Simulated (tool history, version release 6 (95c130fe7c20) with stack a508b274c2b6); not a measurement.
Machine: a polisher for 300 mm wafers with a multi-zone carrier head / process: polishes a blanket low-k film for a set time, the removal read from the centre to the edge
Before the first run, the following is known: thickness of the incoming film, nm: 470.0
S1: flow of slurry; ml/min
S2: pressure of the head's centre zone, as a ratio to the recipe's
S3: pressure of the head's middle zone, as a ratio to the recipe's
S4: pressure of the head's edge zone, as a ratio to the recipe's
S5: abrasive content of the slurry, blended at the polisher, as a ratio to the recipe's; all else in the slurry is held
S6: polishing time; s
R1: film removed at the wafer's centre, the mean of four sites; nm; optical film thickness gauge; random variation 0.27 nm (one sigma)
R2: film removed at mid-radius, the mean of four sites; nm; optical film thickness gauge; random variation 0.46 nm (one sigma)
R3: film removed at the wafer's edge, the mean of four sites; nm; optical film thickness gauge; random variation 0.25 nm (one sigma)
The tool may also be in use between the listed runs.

Run 1, hour 0: S1 295 ml/min, S2 1, S3 1, S4 1, S5 1, S6 67 s. Result: R1 26.802 nm, R2 26.107 nm, R3 27.426 nm.
Run 2, hour 2: S1 315 ml/min, S2 1, S3 1.06, S4 1.03, S5 1.15, S6 69 s. Result: R1 29.237 nm, R2 29.756 nm, R3 30.761 nm.
Run 3, hour 7.2: S1 315 ml/min, S2 1, S3 1.06, S4 1.03, S5 1, S6 69 s. Result: R1 27.333 nm, R2 28.223 nm, R3 28.727 nm.
Run 4, hour 12.6: S1 315 ml/min, S2 1, S3 1.06, S4 1.03, S5 1, S6 55 s. Result: R1 21.999 nm, R2 22.538 nm, R3 22.915 nm.
Run 5, hour 19.4: S1 330 ml/min, S2 1, S3 1.1, S4 1.01, S5 1.15, S6 63 s. Result: R1 26.964 nm, R2 28.307 nm, R3 27.636 nm.
Run 6, hour 23.4: S1 330 ml/min, S2 1, S3 1.1, S4 1.01, S5 0.95, S6 63 s. Result: R1 24.529 nm, R2 25.944 nm, R3 25.395 nm.
Run 7, hour 26.9: S1 335 ml/min, S2 0.99, S3 1.13, S4 1, S5 1.15, S6 68 s. Result: R1 28.895 nm, R2 31.679 nm, R3 29.476 nm.
Run 8, hour 27.5: S1 340 ml/min, S2 0.99, S3 1.15, S4 1.02, S5 1.25, S6 71 s. Result: R1 31.359 nm, R2 33.968 nm, R3 32.269 nm.
Run 9, hour 28.1: S1 345 ml/min, S2 0.98, S3 1.16, S4 1.01, S5 1.35, S6 74 s. Result: R1 33.458 nm, R2 38.222 nm, R3 34.914 nm.
Run 10, hour 31.1: S1 355 ml/min, S2 0.99, S3 1.17, S4 1.02, S5 1.4, S6 76 s. Result: R1 35.338 nm, R2 39.515 nm, R3 36.64 nm.
Run 11, hour 39.4: S1 355 ml/min, S2 0.99, S3 1.18, S4 1.02, S5 1.45, S6 78 s. Result: R1 36.451 nm, R2 40.854 nm, R3 38.023 nm.
Run 12, hour 47.6: S1 365 ml/min, S2 0.99, S3 1.18, S4 1.01, S5 1.45, S6 79 s. Result: R1 37.257 nm, R2 42.143 nm, R3 38.644 nm.

Forecast run 13:
At hour 48.7: edge zone pressure recalibrated.
Run 13, hour 48.7: S1 365 ml/min, S2 0.99, S3 1.18, S4 1.01, S5 1.45, S6 80 s. Result: R1 ?, R2 ?, R3 ?.

For run 13 the tool returned R1 37.254 nm, R2 43.09 nm, R3 37.185 nm.
